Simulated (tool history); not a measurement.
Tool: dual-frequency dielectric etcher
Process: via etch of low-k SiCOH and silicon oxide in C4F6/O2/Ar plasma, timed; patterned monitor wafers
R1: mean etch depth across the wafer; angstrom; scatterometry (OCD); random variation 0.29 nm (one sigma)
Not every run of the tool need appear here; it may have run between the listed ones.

Run 1, day 0.000: source power (kW) 0.380, bias power (kW) 0.213, etch time (s) 46.5. Result: R1 1260.5 angstrom.
Run 2, day 0.138: source power (kW) 0.380, bias power (kW) 0.246, etch time (s) 46.5. Result: R1 1317.4 angstrom.
Run 3, day 0.462: source power (kW) 0.320, bias power (kW) 0.246, etch time (s) 46.5. Result: R1 1178.8 angstrom.
Run 4, day 0.546: source power (kW) 0.370, bias power (kW) 0.246, etch time (s) 46.5. Result: R1 1291.6 angstrom.
Run 5, day 0.600: source power (kW) 0.320, bias power (kW) 0.246, etch time (s) 46.5. Result: R1 1177.8 angstrom.
Run 6, day 0.688: source power (kW) 0.320, bias power (kW) 0.246, etch time (s) 43.0. Result: R1 1085.3 angstrom.
Run 7, day 0.850: source power (kW) 0.340, bias power (kW) 0.247, etch time (s) 43.0. Result: R1 1134.0 angstrom.
Run 8, day 1.192: source power (kW) 0.340, bias power (kW) 0.247, etch time (s) 43.0. Result: R1 1134.6 angstrom.

The next listed run, before its measurement:
Run 9, day 1.388: source power (kW) 0.350, bias power (kW) 0.248, etch time (s) 43.0. Result: R1 ?.

Run 9 gave R1 1157.9 angstrom.

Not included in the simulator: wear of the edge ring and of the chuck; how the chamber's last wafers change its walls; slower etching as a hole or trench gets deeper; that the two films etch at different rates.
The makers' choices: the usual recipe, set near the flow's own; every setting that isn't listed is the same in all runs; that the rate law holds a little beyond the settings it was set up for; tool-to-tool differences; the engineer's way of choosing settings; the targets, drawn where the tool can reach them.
